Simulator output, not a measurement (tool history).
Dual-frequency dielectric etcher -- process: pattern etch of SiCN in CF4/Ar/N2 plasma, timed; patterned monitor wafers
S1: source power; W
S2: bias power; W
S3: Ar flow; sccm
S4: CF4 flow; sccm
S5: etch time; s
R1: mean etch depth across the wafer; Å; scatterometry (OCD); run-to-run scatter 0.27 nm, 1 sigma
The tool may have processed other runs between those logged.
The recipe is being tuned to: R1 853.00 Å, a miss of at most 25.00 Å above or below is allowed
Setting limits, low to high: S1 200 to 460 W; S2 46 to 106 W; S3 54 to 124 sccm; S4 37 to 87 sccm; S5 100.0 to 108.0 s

run 1 hour=0.0 | S1=330 S2=76 S3=89 S4=62 S5=108.0 | R1=696.93
run 2 hour=4.2 | S1=330 S2=76 S3=83 S4=62 S5=108.0 | R1=703.52
run 3 hour=12.2 | S1=340 S2=76 S3=83 S4=62 S5=108.0 | R1=726.69
run 4 hour=15.9 | S1=340 S2=76 S3=91 S4=62 S5=108.0 | R1=711.69
run 5 hour=18.4 | S1=340 S2=76 S3=104 S4=62 S5=108.0 | R1=693.24
run 6 hour=26.7 | S1=350 S2=76 S3=104 S4=62 S5=108.0 | R1=711.09
run 7 hour=35.6 | S1=360 S2=76 S3=104 S4=62 S5=108.0 | R1=732.61
run 8 hour=44.5 | S1=370 S2=76 S3=104 S4=62 S5=108.0 | R1=746.21
run 9 hour=46.5 | S1=380 S2=76 S3=104 S4=62 S5=108.0 | R1=760.92
run 10 hour=51.0 | S1=390 S2=76 S3=104 S4=62 S5=108.0 | R1=779.58
run 11 hour=57.0 | S1=400 S2=76 S3=104 S4=62 S5=108.0 | R1=797.19

Exercise: of the 5 proposed moves below, exactly one satisfies all targets within the stated allowed misses. Which move is it?
run A hour=63.0 | S1=380 S2=105 S3=90 S4=63 S5=108.0 | R1=?
run B hour=63.0 | S1=390 S2=65 S3=98 S4=66 S5=102.5 | R1=?
run C hour=63.0 | S1=370 S2=80 S3=117 S4=56 S5=108.0 | R1=?
run D hour=63.0 | S1=440 S2=72 S3=80 S4=52 S5=102.0 | R1=?
run E hour=63.0 | S1=390 S2=86 S3=98 S4=63 S5=108.0 | R1=?

move=A R1=854.56
move=B R1=727.29
move=C R1=728.55
move=D R1=810.29
move=E R1=815.36
A: all results in spec
B: further off than the last run
C: further off than the last run
D: an improvement on the last run, though not all results are within tolerance
E: an improvement on the last run, though not all results are within tolerance
The right move is A.
